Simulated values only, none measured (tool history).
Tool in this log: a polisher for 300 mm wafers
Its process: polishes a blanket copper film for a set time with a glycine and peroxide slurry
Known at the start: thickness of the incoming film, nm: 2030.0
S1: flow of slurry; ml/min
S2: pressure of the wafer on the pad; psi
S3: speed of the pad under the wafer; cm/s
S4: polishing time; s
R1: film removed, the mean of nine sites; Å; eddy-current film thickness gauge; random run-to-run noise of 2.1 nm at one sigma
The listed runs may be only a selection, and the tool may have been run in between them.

Run 1, day 0: S1 230 ml/min, S2 3 psi, S3 76 cm/s, S4 73 s. Result: R1 3074.6 Å.
Run 2, day 0.304: S1 285 ml/min, S2 3 psi, S3 76 cm/s, S4 73 s. Result: R1 3155.4 Å.
Run 3, day 0.488: S1 285 ml/min, S2 2.9 psi, S3 76 cm/s, S4 73 s. Result: R1 3130 Å.
Run 4, day 0.762: S1 280 ml/min, S2 2.8 psi, S3 76 cm/s, S4 73 s. Result: R1 3017.2 Å.
Run 5, day 1.017: S1 280 ml/min, S2 2.8 psi, S3 76 cm/s, S4 73 s. Result: R1 3037 Å.
Run 6, day 1.05: S1 320 ml/min, S2 2.8 psi, S3 76 cm/s, S4 73 s. Result: R1 3091.5 Å.
Run 7, day 1.196: S1 315 ml/min, S2 2.7 psi, S3 76 cm/s, S4 73 s. Result: R1 3023.3 Å.
Run 8, day 1.262: S1 315 ml/min, S2 2.7 psi, S3 76 cm/s, S4 73 s. Result: R1 2991 Å.
Run 9, day 1.596: S1 310 ml/min, S2 2.7 psi, S3 76 cm/s, S4 73 s. Result: R1 2998.6 Å.
Run 10, day 1.933: S1 305 ml/min, S2 2.7 psi, S3 76 cm/s, S4 73 s. Result: R1 3019.9 Å.

The next listed run, before its measurement:
Run 11, day 2.308: S1 300 ml/min, S2 2.6 psi, S3 76 cm/s, S4 73 s. Result: R1 ?.

R1: 2932.1 Å
